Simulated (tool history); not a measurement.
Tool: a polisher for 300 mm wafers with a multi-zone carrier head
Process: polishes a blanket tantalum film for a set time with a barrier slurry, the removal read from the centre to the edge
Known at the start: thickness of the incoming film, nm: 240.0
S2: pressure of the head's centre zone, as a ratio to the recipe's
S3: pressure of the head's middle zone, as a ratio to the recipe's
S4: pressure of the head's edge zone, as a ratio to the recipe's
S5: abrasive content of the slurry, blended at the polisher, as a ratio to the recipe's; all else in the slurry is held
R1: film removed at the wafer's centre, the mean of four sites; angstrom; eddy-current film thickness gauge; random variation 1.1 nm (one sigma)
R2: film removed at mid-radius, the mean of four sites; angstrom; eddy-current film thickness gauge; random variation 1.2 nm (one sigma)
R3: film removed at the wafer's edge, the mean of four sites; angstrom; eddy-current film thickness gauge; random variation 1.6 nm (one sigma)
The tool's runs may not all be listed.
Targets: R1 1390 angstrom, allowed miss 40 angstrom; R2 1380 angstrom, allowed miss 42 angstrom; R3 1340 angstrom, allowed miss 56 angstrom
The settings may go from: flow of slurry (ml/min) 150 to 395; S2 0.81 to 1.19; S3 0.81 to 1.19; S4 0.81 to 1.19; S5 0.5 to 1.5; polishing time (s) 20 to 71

{"run": 1, "hour": 0.0, "flow of slurry (ml/min)": 250, "S2": 1, "S3": 1, "S4": 1, "S5": 1, "polishing time (s)": 45, "R1": 868.98, "R2": 963.01, "R3": 947.03}
{"run": 2, "hour": 8.5, "flow of slurry (ml/min)": 255, "S2": 1.02, "S3": 1.01, "S4": 1.02, "S5": 1.05, "polishing time (s)": 46, "R1": 933.35, "R2": 998.66, "R3": 1031.3}
{"run": 3, "hour": 12.1, "flow of slurry (ml/min)": 255, "S2": 1.02, "S3": 1.01, "S4": 1.02, "S5": 1.2, "polishing time (s)": 46, "R1": 968.86, "R2": 1043.3, "R3": 1044.1}
{"run": 4, "hour": 12.9, "flow of slurry (ml/min)": 290, "S2": 1.02, "S3": 1.01, "S4": 1.02, "S5": 1.2, "polishing time (s)": 46, "R1": 972.96, "R2": 1043.8, "R3": 1060.8}
{"run": 5, "hour": 14.7, "flow of slurry (ml/min)": 290, "S2": 1.02, "S3": 0.98, "S4": 1.02, "S5": 1.2, "polishing time (s)": 46, "R1": 999.68, "R2": 1027.9, "R3": 1052.5}
{"run": 6, "hour": 15.7, "flow of slurry (ml/min)": 295, "S2": 1.04, "S3": 1, "S4": 1.02, "S5": 1.25, "polishing time (s)": 47, "R1": 1060.7, "R2": 1084.5, "R3": 1087.3}
{"run": 7, "hour": 22.5, "flow of slurry (ml/min)": 295, "S2": 1.06, "S3": 1.02, "S4": 1.04, "S5": 1.3, "polishing time (s)": 47, "R1": 1073.8, "R2": 1132.2, "R3": 1117.4}
{"run": 8, "hour": 28.8, "flow of slurry (ml/min)": 300, "S2": 1.08, "S3": 1.02, "S4": 1.05, "S5": 1.35, "polishing time (s)": 47, "R1": 1084.9, "R2": 1142.7, "R3": 1165.9}
{"run": 9, "hour": 33.4, "flow of slurry (ml/min)": 305, "S2": 1.09, "S3": 1.02, "S4": 1.04, "S5": 1.35, "polishing time (s)": 48, "R1": 1147.6, "R2": 1139.6, "R3": 1176.3}
{"run": 10, "hour": 39.9, "flow of slurry (ml/min)": 310, "S2": 1.1, "S3": 1.04, "S4": 1.04, "S5": 1.35, "polishing time (s)": 48, "R1": 1156.9, "R2": 1180.2, "R3": 1179.3}
{"run": 11, "hour": 42.8, "flow of slurry (ml/min)": 315, "S2": 1.11, "S3": 1.05, "S4": 1.04, "S5": 1.35, "polishing time (s)": 48, "R1": 1174.6, "R2": 1195.1, "R3": 1151.5}

Which of these 5 next moves meets every target?
{"run": "A", "hour": 45.7, "flow of slurry (ml/min)": 305, "S2": 1.1, "S3": 1.07, "S4": 1.06, "S5": 1.45, "polishing time (s)": 57, "R1": "?", "R2": "?", "R3": "?"}
{"run": "B", "hour": 45.7, "flow of slurry (ml/min)": 385, "S2": 1.18, "S3": 1.02, "S4": 0.97, "S5": 1.45, "polishing time (s)": 55, "R1": "?", "R2": "?", "R3": "?"}
{"run": "C", "hour": 45.7, "flow of slurry (ml/min)": 345, "S2": 1.18, "S3": 0.98, "S4": 1.08, "S5": 1.45, "polishing time (s)": 52, "R1": "?", "R2": "?", "R3": "?"}
{"run": "D", "hour": 45.7, "flow of slurry (ml/min)": 350, "S2": 1.15, "S3": 1.06, "S4": 1.06, "S5": 1.25, "polishing time (s)": 56, "R1": "?", "R2": "?", "R3": "?"}
{"run": "E", "hour": 45.7, "flow of slurry (ml/min)": 280, "S2": 1.19, "S3": 0.9, "S4": 1.14, "S5": 1.5, "polishing time (s)": 58, "R1": "?", "R2": "?", "R3": "?"}

move=A R1=1374.7 R2=1462.8 R3=1460.6
move=B R1=1449.8 R2=1380.8 R3=1370.5
move=C R1=1357.6 R2=1251.3 R3=1357.4
move=D R1=1370.8 R2=1383.8 R3=1389.6
move=E R1=1507.7 R2=1286.5 R3=1548.9
A: brings the result that was furthest off to its target, and leaves another outside
B: takes the result that was furthest off past its target
C: brings the result that was furthest off to its target, and leaves another outside
D: meets every target
E: takes the result that was furthest off past its target
Answer: D
